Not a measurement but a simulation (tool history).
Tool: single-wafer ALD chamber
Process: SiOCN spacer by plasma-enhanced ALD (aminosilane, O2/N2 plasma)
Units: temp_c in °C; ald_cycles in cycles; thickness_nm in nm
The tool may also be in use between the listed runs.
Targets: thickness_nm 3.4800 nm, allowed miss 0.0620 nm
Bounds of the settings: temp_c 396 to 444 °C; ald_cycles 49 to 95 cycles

{"run": 1, "day": 0.0, "temp_c": 420, "ald_cycles": 72, "thickness_nm": 4.3691}
{"run": 2, "day": 0.038, "temp_c": 410, "ald_cycles": 72, "thickness_nm": 4.5645}
{"run": 3, "day": 0.325, "temp_c": 416, "ald_cycles": 72, "thickness_nm": 4.4647}
{"run": 4, "day": 0.658, "temp_c": 420, "ald_cycles": 69, "thickness_nm": 4.2269}
{"run": 5, "day": 0.983, "temp_c": 424, "ald_cycles": 67, "thickness_nm": 4.058}
{"run": 6, "day": 1.129, "temp_c": 427, "ald_cycles": 65, "thickness_nm": 3.9152}
{"run": 7, "day": 1.454, "temp_c": 429, "ald_cycles": 64, "thickness_nm": 3.8282}
{"run": 8, "day": 1.492, "temp_c": 431, "ald_cycles": 63, "thickness_nm": 3.7485}
{"run": 9, "day": 1.696, "temp_c": 433, "ald_cycles": 62, "thickness_nm": 3.7041}
{"run": 10, "day": 1.988, "temp_c": 434, "ald_cycles": 61, "thickness_nm": 3.5854}
{"run": 11, "day": 2.167, "temp_c": 435, "ald_cycles": 61, "thickness_nm": 3.6309}

Which of these 4 next moves meets every target?
{"run": "A", "day": 2.346, "temp_c": 438, "ald_cycles": 62, "thickness_nm": "?"}
{"run": "B", "day": 2.346, "temp_c": 444, "ald_cycles": 61, "thickness_nm": "?"}
{"run": "C", "day": 2.346, "temp_c": 423, "ald_cycles": 64, "thickness_nm": "?"}
{"run": "D", "day": 2.346, "temp_c": 431, "ald_cycles": 63, "thickness_nm": "?"}

move=A thickness_nm=3.6141
move=B thickness_nm=3.4922
move=C thickness_nm=3.8975
move=D thickness_nm=3.7490
A: nearer than the last run, and not there yet
B: meets every target
C: further off than the last run
D: further off than the last run
The right move is B.
